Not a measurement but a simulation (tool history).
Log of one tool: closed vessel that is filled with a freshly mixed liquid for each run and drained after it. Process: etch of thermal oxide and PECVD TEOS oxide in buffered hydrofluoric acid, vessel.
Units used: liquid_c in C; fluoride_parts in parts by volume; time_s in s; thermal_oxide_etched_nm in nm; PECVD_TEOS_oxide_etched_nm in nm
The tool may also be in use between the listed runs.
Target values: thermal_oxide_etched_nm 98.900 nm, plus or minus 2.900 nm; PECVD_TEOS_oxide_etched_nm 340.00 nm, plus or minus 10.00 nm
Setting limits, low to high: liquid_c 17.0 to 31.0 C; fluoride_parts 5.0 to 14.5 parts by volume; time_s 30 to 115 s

{"run": 1, "hour": 0.0, "liquid_c": 23.0, "fluoride_parts": 9.0, "time_s": 60, "thermal_oxide_etched_nm": 70.091, "PECVD_TEOS_oxide_etched_nm": 240.91}
{"run": 2, "hour": 4.1, "liquid_c": 23.0, "fluoride_parts": 7.5, "time_s": 60, "thermal_oxide_etched_nm": 85.209, "PECVD_TEOS_oxide_etched_nm": 292.82}
{"run": 3, "hour": 11.5, "liquid_c": 21.5, "fluoride_parts": 7.5, "time_s": 60, "thermal_oxide_etched_nm": 78.296, "PECVD_TEOS_oxide_etched_nm": 272.94}
{"run": 4, "hour": 16.7, "liquid_c": 22.5, "fluoride_parts": 7.5, "time_s": 60, "thermal_oxide_etched_nm": 83.845, "PECVD_TEOS_oxide_etched_nm": 286.97}
{"run": 5, "hour": 23.9, "liquid_c": 22.5, "fluoride_parts": 6.0, "time_s": 60, "thermal_oxide_etched_nm": 102.6, "PECVD_TEOS_oxide_etched_nm": 350.24}
{"run": 6, "hour": 29.2, "liquid_c": 22.5, "fluoride_parts": 6.0, "time_s": 35, "thermal_oxide_etched_nm": 59.204, "PECVD_TEOS_oxide_etched_nm": 206.59}
{"run": 7, "hour": 30.3, "liquid_c": 26.5, "fluoride_parts": 5.5, "time_s": 35, "thermal_oxide_etched_nm": 79.722, "PECVD_TEOS_oxide_etched_nm": 273.83}
{"run": 8, "hour": 33.7, "liquid_c": 27.5, "fluoride_parts": 5.5, "time_s": 35, "thermal_oxide_etched_nm": 83.408, "PECVD_TEOS_oxide_etched_nm": 291.19}
{"run": 9, "hour": 38.4, "liquid_c": 28.0, "fluoride_parts": 5.5, "time_s": 35, "thermal_oxide_etched_nm": 85.926, "PECVD_TEOS_oxide_etched_nm": 296.94}
{"run": 10, "hour": 43.6, "liquid_c": 28.5, "fluoride_parts": 5.5, "time_s": 35, "thermal_oxide_etched_nm": 89.319, "PECVD_TEOS_oxide_etched_nm": 307.53}

Which one of the following 4 next-run settings gets every result inside its allowed miss? There is exactly one.
{"run": "A", "hour": 48.8, "liquid_c": 27.5, "fluoride_parts": 5.0, "time_s": 30, "thermal_oxide_etched_nm": "?", "PECVD_TEOS_oxide_etched_nm": "?"}
{"run": "B", "hour": 48.8, "liquid_c": 26.5, "fluoride_parts": 5.0, "time_s": 40, "thermal_oxide_etched_nm": "?", "PECVD_TEOS_oxide_etched_nm": "?"}
{"run": "C", "hour": 48.8, "liquid_c": 27.0, "fluoride_parts": 5.0, "time_s": 30, "thermal_oxide_etched_nm": "?", "PECVD_TEOS_oxide_etched_nm": "?"}
{"run": "D", "hour": 48.8, "liquid_c": 31.0, "fluoride_parts": 13.0, "time_s": 60, "thermal_oxide_etched_nm": "?", "PECVD_TEOS_oxide_etched_nm": "?"}

move=A thermal_oxide_etched_nm=78.634 PECVD_TEOS_oxide_etched_nm=271.22
move=B thermal_oxide_etched_nm=99.404 PECVD_TEOS_oxide_etched_nm=342.86
move=C thermal_oxide_etched_nm=76.569 PECVD_TEOS_oxide_etched_nm=264.10
move=D thermal_oxide_etched_nm=78.367 PECVD_TEOS_oxide_etched_nm=270.30
A: moves away from the targets compared with the last run
B: in spec on every target
C: moves away from the targets compared with the last run
D: moves away from the targets compared with the last run
Correct choice: B, which meets every target

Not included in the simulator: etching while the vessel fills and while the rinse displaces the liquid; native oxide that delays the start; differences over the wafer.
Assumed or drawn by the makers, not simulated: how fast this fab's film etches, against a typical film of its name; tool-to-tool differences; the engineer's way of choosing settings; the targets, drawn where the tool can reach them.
